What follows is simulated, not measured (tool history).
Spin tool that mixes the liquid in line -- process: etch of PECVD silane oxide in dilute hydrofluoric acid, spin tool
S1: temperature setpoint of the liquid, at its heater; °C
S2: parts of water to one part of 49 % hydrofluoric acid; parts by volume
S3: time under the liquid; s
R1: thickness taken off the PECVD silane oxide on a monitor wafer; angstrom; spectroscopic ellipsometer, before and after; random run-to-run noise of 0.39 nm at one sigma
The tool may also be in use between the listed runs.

| run | hour | S1 | S2 | S3 | R1 |
|---|---|---|---|---|---|
| 1 | 0.0 | 25.0 | 125 | 45 | 181.89 |
| 2 | 8.5 | 25.0 | 145 | 45 | 152.76 |
| 3 | 10.5 | 26.0 | 135 | 45 | 173.60 |
| 4 | 15.3 | 27.0 | 125 | 45 | 197.28 |
| 5 | 20.9 | 27.0 | 125 | 45 | 193.67 |
| 6 | 25.9 | 27.5 | 115 | 45 | 217.16 |
| 7 | 31.3 | 28.0 | 105 | 45 | 247.65 |
| 8 | 36.1 | 28.5 | 100 | 45 | 265.34 |
| 9 | 42.8 | 28.5 | 100 | 45 | 266.12 |
| 10 | 48.3 | 32.5 | 50 | 45 | 674.87 |
| 11 | 52.3 | 28.5 | 50 | 45 | 564.42 |
| 12 | 55.1 | 28.0 | 50 | 45 | 562.82 |

Run 13 comes next. What will it give?
| 13 | 62.6 | 27.5 | 50 | 45 | ? |

{"run 13": {"R1": 559.26}}

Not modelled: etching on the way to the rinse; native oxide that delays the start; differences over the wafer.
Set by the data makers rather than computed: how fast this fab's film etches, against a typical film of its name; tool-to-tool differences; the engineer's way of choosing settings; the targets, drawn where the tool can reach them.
